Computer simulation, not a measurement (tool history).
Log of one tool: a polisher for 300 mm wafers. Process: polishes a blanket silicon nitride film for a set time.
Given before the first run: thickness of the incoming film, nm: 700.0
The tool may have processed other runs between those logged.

| run | hour | flow of slurry (ml/min) | pressure of the wafer on the pad (psi) | speed of the pad under the wafer (m/s) | polishing time (s) | film removed (Å) |
|---|---|---|---|---|---|---|
| 1 | 0 | 225 | 4 | 1.3 | 48 | 1021.9 |
| 2 | 5.6 | 220 | 3.6 | 1.24 | 48 | 882.21 |
| 3 | 10 | 220 | 3.6 | 1.1 | 48 | 796.26 |
| 4 | 14.8 | 250 | 3.6 | 1.1 | 48 | 813.3 |
| 5 | 23.5 | 275 | 3.6 | 1.1 | 48 | 809.27 |
| 6 | 26.6 | 275 | 3.6 | 1.1 | 48 | 814.76 |
| 7 | 33.2 | 275 | 3.2 | 1.08 | 48 | 703.23 |

What will run 8 give?
| 8 | 39.3 | 275 | 3 | 1.08 | 48 | ? |

Run 8 yielded film removed (Å) 670.91.
